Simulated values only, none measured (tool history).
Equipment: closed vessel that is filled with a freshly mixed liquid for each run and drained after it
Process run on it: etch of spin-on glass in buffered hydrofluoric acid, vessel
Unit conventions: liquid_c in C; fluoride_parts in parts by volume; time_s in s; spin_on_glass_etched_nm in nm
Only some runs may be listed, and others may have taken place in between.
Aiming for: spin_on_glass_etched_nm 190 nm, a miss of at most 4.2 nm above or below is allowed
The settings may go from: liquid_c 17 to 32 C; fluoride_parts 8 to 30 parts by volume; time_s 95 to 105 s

Run 1, day 0: liquid_c 24 C, fluoride_parts 22.5 parts by volume, time_s 95 s. Result: spin_on_glass_etched_nm 134.86 nm.
Run 2, day 0.221: liquid_c 24 C, fluoride_parts 22.5 parts by volume, time_s 95 s. Result: spin_on_glass_etched_nm 134.89 nm.
Run 3, day 0.529: liquid_c 24 C, fluoride_parts 26.5 parts by volume, time_s 95 s. Result: spin_on_glass_etched_nm 121.2 nm.
Run 4, day 0.667: liquid_c 24 C, fluoride_parts 26.5 parts by volume, time_s 105 s. Result: spin_on_glass_etched_nm 133.56 nm.
Run 5, day 1.021: liquid_c 24 C, fluoride_parts 26.5 parts by volume, time_s 95 s. Result: spin_on_glass_etched_nm 120.7 nm.
Run 6, day 1.388: liquid_c 24 C, fluoride_parts 20.5 parts by volume, time_s 95 s. Result: spin_on_glass_etched_nm 144.39 nm.
Run 7, day 1.662: liquid_c 24.5 C, fluoride_parts 20.5 parts by volume, time_s 95 s. Result: spin_on_glass_etched_nm 147.51 nm.
Run 8, day 1.962: liquid_c 25 C, fluoride_parts 20.5 parts by volume, time_s 95 s. Result: spin_on_glass_etched_nm 150 nm.
Run 9, day 2.304: liquid_c 25.5 C, fluoride_parts 20.5 parts by volume, time_s 95 s. Result: spin_on_glass_etched_nm 155.16 nm.
Run 10, day 2.546: liquid_c 26 C, fluoride_parts 20.5 parts by volume, time_s 95 s. Result: spin_on_glass_etched_nm 160.5 nm.

5 candidate next runs follow, results not yet known. Just one meets every target within its allowed miss. Identify it.
Run A, day 2.788: liquid_c 25.5 C, fluoride_parts 18.5 parts by volume, time_s 100 s. Result: spin_on_glass_etched_nm ?.
Run B, day 2.788: liquid_c 24 C, fluoride_parts 19.5 parts by volume, time_s 95 s. Result: spin_on_glass_etched_nm ?.
Run C, day 2.788: liquid_c 26 C, fluoride_parts 21.5 parts by volume, time_s 105 s. Result: spin_on_glass_etched_nm ?.
Run D, day 2.788: liquid_c 30.5 C, fluoride_parts 26.5 parts by volume, time_s 105 s. Result: spin_on_glass_etched_nm ?.
Run E, day 2.788: liquid_c 23 C, fluoride_parts 17 parts by volume, time_s 100 s. Result: spin_on_glass_etched_nm ?.

move  spin_on_glass_etched_nm
   A                   179.31
   B                   149.04
   C                   170.45
   D                   187.92
   E                   170.02
A: gains on the last run, yet a result remains outside its allowed miss
B: lands further from the targets than the last run did
C: gains on the last run, yet a result remains outside its allowed miss
D: every result lands within tolerance
E: gains on the last run, yet a result remains outside its allowed miss
Go with D: it meets all targets.
